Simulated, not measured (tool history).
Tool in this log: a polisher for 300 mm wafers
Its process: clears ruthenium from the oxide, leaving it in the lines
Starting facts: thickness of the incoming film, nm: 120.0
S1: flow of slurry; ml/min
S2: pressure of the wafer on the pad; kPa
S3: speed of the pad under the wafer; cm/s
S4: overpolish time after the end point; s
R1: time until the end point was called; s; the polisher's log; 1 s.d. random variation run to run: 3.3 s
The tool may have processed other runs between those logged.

run,hour,S1,S2,S3,S4,R1
1,0,290,11.7,128,5,85.316
2,3.3,290,11.7,128,3,86.743
3,8.1,290,11.7,128,5,84.189
4,9.7,290,9.7,128,5,99.087
5,16.6,290,8.3,118,5,122.02
6,23.4,290,8.3,118,3,121.38

What does the tool deliver on the next run?
7,25.9,290,7.6,112,3,?

Logged for run 7: R1 140.19 s.

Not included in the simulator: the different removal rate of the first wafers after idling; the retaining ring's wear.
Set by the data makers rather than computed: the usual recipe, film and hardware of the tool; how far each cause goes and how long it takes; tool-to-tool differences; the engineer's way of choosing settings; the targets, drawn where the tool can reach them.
